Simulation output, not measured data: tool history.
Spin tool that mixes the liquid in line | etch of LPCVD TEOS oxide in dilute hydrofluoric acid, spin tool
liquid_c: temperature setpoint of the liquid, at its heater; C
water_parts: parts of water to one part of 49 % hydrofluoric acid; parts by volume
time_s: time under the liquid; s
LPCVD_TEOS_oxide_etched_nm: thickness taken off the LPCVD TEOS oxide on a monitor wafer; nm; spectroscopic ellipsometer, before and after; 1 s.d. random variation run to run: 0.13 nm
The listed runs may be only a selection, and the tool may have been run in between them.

{"run": 1, "hour": 0.0, "liquid_c": 23, "water_parts": 210, "time_s": 90, "LPCVD_TEOS_oxide_etched_nm": 6.9103}
{"run": 2, "hour": 1.6, "liquid_c": 23, "water_parts": 245, "time_s": 90, "LPCVD_TEOS_oxide_etched_nm": 5.6924}
{"run": 3, "hour": 7.1, "liquid_c": 25, "water_parts": 245, "time_s": 90, "LPCVD_TEOS_oxide_etched_nm": 6.0746}
{"run": 4, "hour": 15.4, "liquid_c": 25, "water_parts": 285, "time_s": 90, "LPCVD_TEOS_oxide_etched_nm": 5.0252}
{"run": 5, "hour": 23.3, "liquid_c": 27, "water_parts": 285, "time_s": 90, "LPCVD_TEOS_oxide_etched_nm": 5.3869}
{"run": 6, "hour": 32.0, "liquid_c": 28, "water_parts": 225, "time_s": 90, "LPCVD_TEOS_oxide_etched_nm": 7.4992}
{"hour": 38.5, "done": "thermometer replaced"}
{"run": 7, "hour": 38.5, "liquid_c": 29, "water_parts": 180, "time_s": 90, "LPCVD_TEOS_oxide_etched_nm": 9.5463}

Run 8 has not been measured yet. What should we expect?
{"run": 8, "hour": 44.0, "liquid_c": 29.5, "water_parts": 145, "time_s": 90, "LPCVD_TEOS_oxide_etched_nm": "?"}

LPCVD_TEOS_oxide_etched_nm: 12.603 nm
